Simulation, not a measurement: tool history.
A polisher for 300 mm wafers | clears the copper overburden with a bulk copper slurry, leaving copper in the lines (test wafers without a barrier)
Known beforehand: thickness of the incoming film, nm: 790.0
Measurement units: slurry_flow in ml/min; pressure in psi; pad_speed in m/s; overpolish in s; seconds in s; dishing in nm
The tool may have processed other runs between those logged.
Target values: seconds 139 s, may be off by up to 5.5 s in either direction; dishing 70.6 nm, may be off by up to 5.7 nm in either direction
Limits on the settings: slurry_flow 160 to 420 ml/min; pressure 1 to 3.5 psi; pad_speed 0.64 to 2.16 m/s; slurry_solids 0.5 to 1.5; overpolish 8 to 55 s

run 1 hour=0 | slurry_flow=270 pressure=2.2 pad_speed=1.4 slurry_solids=1 overpolish=28 | seconds=74.841 dishing=87.894
run 2 hour=1.1 | slurry_flow=270 pressure=2.2 pad_speed=1.4 slurry_solids=1.15 overpolish=28 | seconds=70.101 dishing=90.867
run 3 hour=7.7 | slurry_flow=270 pressure=2.2 pad_speed=1.08 slurry_solids=1.15 overpolish=28 | seconds=90.454 dishing=88.108
run 4 hour=8.4 | slurry_flow=240 pressure=2.2 pad_speed=1.08 slurry_solids=1.15 overpolish=28 | seconds=91.997 dishing=84.369
run 5 hour=10.7 | slurry_flow=240 pressure=2.1 pad_speed=1.08 slurry_solids=1.15 overpolish=29 | seconds=94.119 dishing=82.163
run 6 hour=13.4 | slurry_flow=240 pressure=2.1 pad_speed=1.08 slurry_solids=1.15 overpolish=41 | seconds=94.347 dishing=87.94
run 7 hour=19.1 | slurry_flow=240 pressure=2 pad_speed=1.08 slurry_solids=1.15 overpolish=41 | seconds=98.492 dishing=87.326
run 8 hour=21.6 | slurry_flow=235 pressure=1.9 pad_speed=1.08 slurry_solids=1.15 overpolish=40 | seconds=103.75 dishing=83.77
run 9 hour=22.7 | slurry_flow=235 pressure=1.8 pad_speed=1.08 slurry_solids=1.15 overpolish=40 | seconds=109.61 dishing=84.742
run 10 hour=28.2 | slurry_flow=225 pressure=1.7 pad_speed=1.08 slurry_solids=1.15 overpolish=38 | seconds=114.01 dishing=83.029
run 11 hour=33.9 | slurry_flow=240 pressure=1.1 pad_speed=1.1 slurry_solids=1.15 overpolish=26 | seconds=149.83 dishing=58.495

Consider the 5 candidate settings below. Which is the only one whose results all fall within their allowed miss of target?
run A hour=39.6 | slurry_flow=165 pressure=1.7 pad_speed=0.82 slurry_solids=1.1 overpolish=33 | seconds=? dishing=?
run B hour=39.6 | slurry_flow=210 pressure=1.6 pad_speed=0.92 slurry_solids=1.15 overpolish=30 | seconds=? dishing=?
run C hour=39.6 | slurry_flow=205 pressure=1.7 pad_speed=0.68 slurry_solids=1.2 overpolish=46 | seconds=? dishing=?
run D hour=39.6 | slurry_flow=215 pressure=1.1 pad_speed=1.14 slurry_solids=1.15 overpolish=24 | seconds=? dishing=?
run E hour=39.6 | slurry_flow=250 pressure=1.5 pad_speed=0.8 slurry_solids=1.25 overpolish=49 | seconds=? dishing=?

move=A seconds=154.72 dishing=70.442
move=B seconds=140.46 dishing=69.488
move=C seconds=176.3 dishing=75.048
move=D seconds=151.63 dishing=57.092
move=E seconds=162.2 dishing=75.054
A: brings the last run's worst result on target, with another outside its allowed miss
B: all results land within tolerance of their targets
C: brings the last run's worst result on target, with another outside its allowed miss
D: the biggest miss grows against the last run
E: brings the last run's worst result on target, with another outside its allowed miss
B meets every target.
